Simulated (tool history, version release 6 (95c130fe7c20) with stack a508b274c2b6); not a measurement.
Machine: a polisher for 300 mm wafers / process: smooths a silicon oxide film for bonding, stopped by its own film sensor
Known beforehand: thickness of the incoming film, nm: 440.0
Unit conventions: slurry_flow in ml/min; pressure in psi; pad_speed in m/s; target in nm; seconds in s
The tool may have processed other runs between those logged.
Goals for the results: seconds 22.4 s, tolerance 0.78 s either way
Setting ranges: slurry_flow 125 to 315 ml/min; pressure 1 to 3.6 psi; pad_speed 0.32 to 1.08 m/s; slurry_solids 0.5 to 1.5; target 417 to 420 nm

run  hour  slurry_flow  pressure  pad_speed  slurry_solids  target  seconds
  1     0          205       2.3        0.7              1     417    39.55
  2   0.9          205       2.7        0.7              1     417   33.115
  3   4.9          205       2.7       0.56              1     417   37.881
  4  13.5          205       2.7       0.56            0.9     417   38.542
  5  17.3          210         3        0.6            0.9     417   33.323
  6  22.1          210         3        0.6            0.9     417   33.473
  7  27.3          210       3.2       0.66            0.9     417    30.13
  8  29.9          210       3.3       0.72            0.9     417   27.682
  9  38.3          210       3.4       0.76            0.9     417   26.163
 10  40.1          215       3.5       0.78            0.9     417   25.167
 11  45.4          215       3.5       0.82            0.9     417   24.349

5 next moves are on the table. One of them brings every result within its allowed miss. Which?
  A  50.7          200       3.5       0.84            0.9     419        ?
  B  50.7          265       3.1       0.78           0.95     418        ?
  C  50.7          205       3.5       0.82            1.1     419        ?
  D  50.7          195       3.6       0.62           1.15     417        ?
  E  50.7          225       3.2       0.72              1     419        ?

move  seconds
   A   22.163
   B   26.069
   C   20.952
   D   25.655
   E   25.125
A: every result within its allowed miss
B: further off than the last run
C: pushes the last run's worst result past its target
D: further off than the last run
E: further off than the last run
A meets every target.
